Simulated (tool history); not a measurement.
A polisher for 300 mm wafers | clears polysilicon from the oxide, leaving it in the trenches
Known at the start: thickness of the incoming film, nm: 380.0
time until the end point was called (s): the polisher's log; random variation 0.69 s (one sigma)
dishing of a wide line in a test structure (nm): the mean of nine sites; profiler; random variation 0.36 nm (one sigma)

run,hour,flow of slurry (ml/min),pressure of the wafer on the pad (psi),speed of the pad under the wafer (m/s),overpolish time after the end point (s),time until the end point was called (s),dishing of a wide line in a test structure (nm)
1,0.0,260,3.0,0.82,9,29.379,41.073
2,3.5,260,3.6,0.82,9,24.560,41.554
3,9.2,260,3.5,0.76,7,26.648,39.469
4,16.4,260,3.5,0.94,7,22.325,41.144
5,21.5,260,4.1,0.94,7,18.189,42.325
6,28.9,310,4.1,0.94,7,18.859,40.809
7,37.4,320,3.6,0.90,6,22.080,39.662

Run 8 comes next. What will it give?
8,39.9,345,3.3,0.82,5,?,?

time until the end point was called (s): 25.221
dishing of a wide line in a test structure (nm): 35.556
